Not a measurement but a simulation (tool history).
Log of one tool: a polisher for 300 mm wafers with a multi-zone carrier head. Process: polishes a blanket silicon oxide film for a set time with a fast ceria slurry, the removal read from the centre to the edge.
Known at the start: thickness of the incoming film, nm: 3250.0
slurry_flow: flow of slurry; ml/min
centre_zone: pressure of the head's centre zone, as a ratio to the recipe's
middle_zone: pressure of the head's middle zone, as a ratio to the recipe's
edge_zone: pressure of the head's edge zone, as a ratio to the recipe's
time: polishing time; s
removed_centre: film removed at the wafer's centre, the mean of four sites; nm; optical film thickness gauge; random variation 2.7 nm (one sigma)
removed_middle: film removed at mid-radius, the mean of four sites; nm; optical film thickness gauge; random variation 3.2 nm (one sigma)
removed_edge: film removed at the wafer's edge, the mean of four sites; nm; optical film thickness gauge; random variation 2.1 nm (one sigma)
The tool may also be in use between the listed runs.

run  hour  slurry_flow  centre_zone  middle_zone  edge_zone  time  removed_centre  removed_middle  removed_edge
  1   0.0          240         1.00         1.00       1.00    31          499.65          508.55        493.11
  2   2.5          235         0.99         0.98       0.98    28          445.60          441.68        447.78
  3  10.7          235         0.99         0.94       0.98    28          451.54          428.75        453.19
  4  19.1          225         0.99         0.95       0.96    26          412.22          391.32        412.47
  5  23.1          220         0.99         0.96       0.94    24          375.93          377.96        372.66
  6  28.9          220         0.99         0.96       0.99    24          384.02          375.10        387.09
  7  37.9          215         0.99         0.95       0.97    23          362.53          354.34        366.75
  8  39.9          210         0.99         0.95       0.95    22          352.54          337.04        352.12
  9  47.7          205         0.99         0.95       0.93    21          334.05          319.63        326.86
 10  55.8          200         0.98         0.95       0.91    21          328.36          319.44        322.24
 11  64.1          195         0.97         0.95       0.90    21          331.28          321.10        318.70
 12  70.0          190         0.96         0.94       0.89    20          302.39          296.02        305.65
 13  71.0          215         0.99         0.96       0.82    15          233.87          235.77        220.83

Run 14 comes next. What will it give?
 14  72.9          215         0.99         0.96       0.84    15               ?               ?             ?

{"run 14": {"removed_centre": 234.03, "removed_middle": 233.53, "removed_edge": 225.29}}
